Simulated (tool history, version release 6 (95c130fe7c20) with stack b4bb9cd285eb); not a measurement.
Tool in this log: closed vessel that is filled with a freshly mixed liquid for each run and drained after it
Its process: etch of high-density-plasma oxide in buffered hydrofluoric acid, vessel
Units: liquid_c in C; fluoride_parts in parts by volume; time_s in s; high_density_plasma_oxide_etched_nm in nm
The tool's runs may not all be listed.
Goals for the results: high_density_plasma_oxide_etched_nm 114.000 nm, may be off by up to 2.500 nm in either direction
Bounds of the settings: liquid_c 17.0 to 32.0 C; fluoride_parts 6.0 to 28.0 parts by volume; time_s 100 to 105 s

| run | hour | liquid_c | fluoride_parts | time_s | high_density_plasma_oxide_etched_nm |
|---|---|---|---|---|---|
| 1 | 0.0 | 25.0 | 17.0 | 100 | 82.996 |
| 2 | 2.1 | 28.5 | 17.0 | 100 | 100.390 |
| 3 | 4.5 | 28.5 | 14.0 | 100 | 121.890 |
| 4 | 9.9 | 28.5 | 10.0 | 100 | 169.660 |
| 5 | 15.0 | 28.5 | 14.0 | 100 | 121.770 |
| 6 | 21.2 | 28.5 | 9.5 | 100 | 177.120 |
| 7 | 23.5 | 26.5 | 9.5 | 100 | 159.120 |
| 8 | 26.2 | 25.0 | 9.5 | 100 | 147.980 |
|  | 35.0 | hydrofluoric acid flow meter replaced |
| 9 | 35.0 | 24.0 | 9.5 | 100 | 150.560 |

Exactly one of the 4 candidate moves below puts every result within its allowed miss. Which one?
| A | 43.8 | 22.5 | 8.5 | 105 | ? |
| B | 43.8 | 23.5 | 12.5 | 100 | ? |
| C | 43.8 | 18.0 | 8.0 | 100 | ? |
| D | 43.8 | 25.0 | 7.0 | 105 | ? |

| move | high_density_plasma_oxide_etched_nm |
|---|---|
| A | 160.570 |
| B | 114.290 |
| C | 127.010 |
| D | 227.020 |
A: misses by more than the last run did
B: every result within its allowed miss
C: closer than the last run, but not yet in spec
D: misses by more than the last run did
Answer: B
